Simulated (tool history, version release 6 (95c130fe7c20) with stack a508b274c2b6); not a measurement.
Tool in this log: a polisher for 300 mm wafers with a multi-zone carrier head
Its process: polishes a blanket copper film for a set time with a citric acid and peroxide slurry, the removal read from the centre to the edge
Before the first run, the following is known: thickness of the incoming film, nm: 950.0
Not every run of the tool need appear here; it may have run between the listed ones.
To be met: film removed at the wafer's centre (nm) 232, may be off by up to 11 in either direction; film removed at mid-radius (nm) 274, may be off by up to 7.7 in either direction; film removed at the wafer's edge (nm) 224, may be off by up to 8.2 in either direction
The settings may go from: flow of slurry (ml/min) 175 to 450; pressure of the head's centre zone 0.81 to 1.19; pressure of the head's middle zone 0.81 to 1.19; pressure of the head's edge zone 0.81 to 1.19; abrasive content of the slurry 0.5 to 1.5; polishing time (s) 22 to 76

| run | hour | flow of slurry (ml/min) | pressure of the head's centre zone | pressure of the head's middle zone | pressure of the head's edge zone | abrasive content of the slurry | polishing time (s) | film removed at the wafer's centre (nm) | film removed at mid-radius (nm) | film removed at the wafer's edge (nm) |
|---|---|---|---|---|---|---|---|---|---|---|
| 1 | 0 | 290 | 1 | 1 | 1 | 1 | 49 | 165.95 | 170.42 | 166.8 |
| 2 | 4.7 | 290 | 1 | 1 | 1 | 1.1 | 49 | 173.18 | 171.93 | 167.31 |
| 3 | 10.6 | 350 | 1 | 1 | 1 | 1.1 | 49 | 171.2 | 174.48 | 168.82 |
| 4 | 19.5 | 355 | 0.99 | 1.04 | 1 | 1.2 | 52 | 182.49 | 195.29 | 183.71 |
| 5 | 28.2 | 355 | 1 | 1.08 | 0.99 | 1.25 | 54 | 195.24 | 212.52 | 187.81 |
| 6 | 36.9 | 355 | 1 | 1.08 | 0.99 | 1.25 | 60 | 209.54 | 236.68 | 211.74 |
| 7 | 45.8 | 355 | 1.01 | 1.1 | 1 | 1.3 | 60 | 221.94 | 240.15 | 214.45 |
| 8 | 47.7 | 360 | 1 | 1.12 | 1 | 1.35 | 60 | 220.7 | 245.82 | 218.07 |
| 9 | 54.9 | 365 | 1 | 1.14 | 0.99 | 1.4 | 60 | 216.17 | 249.23 | 218.14 |
| 10 | 59.5 | 370 | 1.01 | 1.15 | 0.98 | 1.4 | 61 | 224.79 | 256.47 | 216.33 |
| 11 | 64 | 375 | 1.01 | 1.16 | 0.98 | 1.4 | 61 | 227.49 | 260.74 | 222.39 |
| 12 | 68.3 | 380 | 1.01 | 1.17 | 0.97 | 1.4 | 61 | 230.09 | 261.55 | 214.55 |
| 13 | 73.6 | 385 | 1.01 | 1.18 | 0.97 | 1.4 | 61 | 226.77 | 263.43 | 221.19 |
| 14 | 79.3 | 385 | 1.01 | 1.18 | 0.96 | 1.4 | 61 | 229.67 | 263.34 | 216.14 |

Exactly one of the 5 candidate moves below puts every result within its allowed miss. Which one?
| A | 85 | 425 | 0.98 | 1.15 | 0.89 | 1.5 | 63 | ? | ? | ? |
| B | 85 | 380 | 1.05 | 1.17 | 0.89 | 1.25 | 61 | ? | ? | ? |
| C | 85 | 390 | 1 | 1.13 | 0.99 | 1.4 | 61 | ? | ? | ? |
| D | 85 | 400 | 1.05 | 1.19 | 0.91 | 1.4 | 59 | ? | ? | ? |
| E | 85 | 335 | 1.01 | 1.12 | 1.01 | 1.3 | 62 | ? | ? | ? |

| move | film removed at the wafer's centre (nm) | film removed at mid-radius (nm) | film removed at the wafer's edge (nm) |
|---|---|---|---|
| A | 226.33 | 271.56 | 225.42 |
| B | 226.12 | 257.08 | 210.67 |
| C | 219.58 | 254.45 | 225.37 |
| D | 223.59 | 257.81 | 209.99 |
| E | 219.65 | 250.4 | 226.29 |
A: each result inside its tolerance
B: moves away from the targets compared with the last run
C: moves away from the targets compared with the last run
D: moves away from the targets compared with the last run
E: moves away from the targets compared with the last run
Correct choice: A, which meets every target

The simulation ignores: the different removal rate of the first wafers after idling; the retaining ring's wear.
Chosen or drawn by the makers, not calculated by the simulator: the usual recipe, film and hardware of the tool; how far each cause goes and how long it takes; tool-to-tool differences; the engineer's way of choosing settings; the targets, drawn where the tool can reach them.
